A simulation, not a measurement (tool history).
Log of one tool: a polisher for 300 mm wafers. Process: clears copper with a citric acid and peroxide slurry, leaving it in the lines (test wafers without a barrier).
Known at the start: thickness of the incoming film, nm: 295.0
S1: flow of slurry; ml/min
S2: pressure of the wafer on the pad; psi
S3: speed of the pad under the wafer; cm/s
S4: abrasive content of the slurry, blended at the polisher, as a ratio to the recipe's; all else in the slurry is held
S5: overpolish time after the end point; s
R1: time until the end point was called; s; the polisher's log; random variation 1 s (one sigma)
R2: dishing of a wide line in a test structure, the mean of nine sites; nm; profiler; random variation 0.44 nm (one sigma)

run,hour,S1,S2,S3,S4,S5,R1,R2
1,0,305,2.8,116,1,9,115.54,12.57
2,1.6,305,2.8,90,1,9,149.55,10.396
3,6.9,350,2.8,90,1,9,148.35,10.036
4,13.9,345,3.2,92,1,10,128.46,12.14
5,19.5,345,2.9,92,1,10,141.69,12.012
6,26.5,345,3.3,94,1,11,121.64,13.21

The next listed run, before its measurement:
7,27.3,345,3.6,96,1,12,?,?

Run 7 gave R1 112.1 s, R2 15.594 nm.
